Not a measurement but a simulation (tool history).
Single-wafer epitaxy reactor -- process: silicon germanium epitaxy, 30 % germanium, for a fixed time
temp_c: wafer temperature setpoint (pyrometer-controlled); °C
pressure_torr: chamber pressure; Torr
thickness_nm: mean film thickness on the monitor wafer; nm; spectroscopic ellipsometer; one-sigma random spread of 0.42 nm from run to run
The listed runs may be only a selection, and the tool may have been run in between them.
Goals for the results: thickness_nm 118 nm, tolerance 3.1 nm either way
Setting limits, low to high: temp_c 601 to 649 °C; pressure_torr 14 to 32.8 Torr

run,hour,temp_c,pressure_torr,thickness_nm
1,0,625,23.4,101.85
2,4.4,625,20.3,97.083
3,11.4,625,16.2,91.005
4,19.7,627,16.3,95.268
5,25,627,19.5,99.823
6,31,628,19.6,101.18
7,31.9,629,19.7,104.67
8,35.6,637,20,122.34

Pick the move, out of 4, that brings all results within their allowed miss; only one does.
A,39.3,637,18.1,?
B,39.3,639,18.4,?
C,39.3,642,16.3,?
D,39.3,639,19.7,?

move,thickness_nm
A,118.64
B,123.84
C,126.62
D,126.34
A: every result lands within tolerance
B: moves away from the targets compared with the last run
C: moves away from the targets compared with the last run
D: moves away from the targets compared with the last run
Go with A: it meets all targets.

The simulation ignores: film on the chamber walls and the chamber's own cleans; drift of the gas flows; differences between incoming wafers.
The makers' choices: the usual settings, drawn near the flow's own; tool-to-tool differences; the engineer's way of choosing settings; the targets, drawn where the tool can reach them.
